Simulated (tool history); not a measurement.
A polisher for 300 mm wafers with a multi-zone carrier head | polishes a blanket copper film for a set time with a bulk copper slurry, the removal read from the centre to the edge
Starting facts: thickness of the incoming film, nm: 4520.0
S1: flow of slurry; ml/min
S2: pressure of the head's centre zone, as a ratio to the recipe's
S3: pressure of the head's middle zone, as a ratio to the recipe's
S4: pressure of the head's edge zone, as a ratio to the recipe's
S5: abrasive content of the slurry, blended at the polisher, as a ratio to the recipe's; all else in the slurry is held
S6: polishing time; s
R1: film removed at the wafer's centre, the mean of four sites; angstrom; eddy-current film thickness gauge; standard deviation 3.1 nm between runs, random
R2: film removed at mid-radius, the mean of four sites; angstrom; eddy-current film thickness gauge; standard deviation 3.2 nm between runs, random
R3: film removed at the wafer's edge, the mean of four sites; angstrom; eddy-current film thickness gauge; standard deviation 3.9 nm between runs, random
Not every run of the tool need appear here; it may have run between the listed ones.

run	hour	S1	S2	S3	S4	S5	S6	R1	R2	R3
1	0.0	215	1.00	1.00	1.00	1.00	38	3352.2	3454.2	3431.3
2	6.0	215	1.00	0.96	1.00	1.00	38	3377.6	3304.8	3468.3
3	11.2	215	1.00	0.96	1.00	1.00	45	3983.9	3896.6	3996.4
4	13.9	235	1.00	0.96	1.00	1.00	45	3993.3	3974.4	4092.3
5	15.2	220	0.99	0.97	0.96	0.90	44	3674.0	3788.1	3843.1
6	20.2	210	1.02	0.99	0.93	0.85	42	3616.6	3588.0	3539.2
7	24.0	205	1.02	1.00	0.91	0.80	41	3488.4	3429.5	3255.7

Expected results for the next run?
8	26.0	200	1.01	1.00	0.89	0.75	41	?	?	?

Logged for run 8: R1 3270.5 angstrom, R2 3392.3 angstrom, R3 3244.1 angstrom.
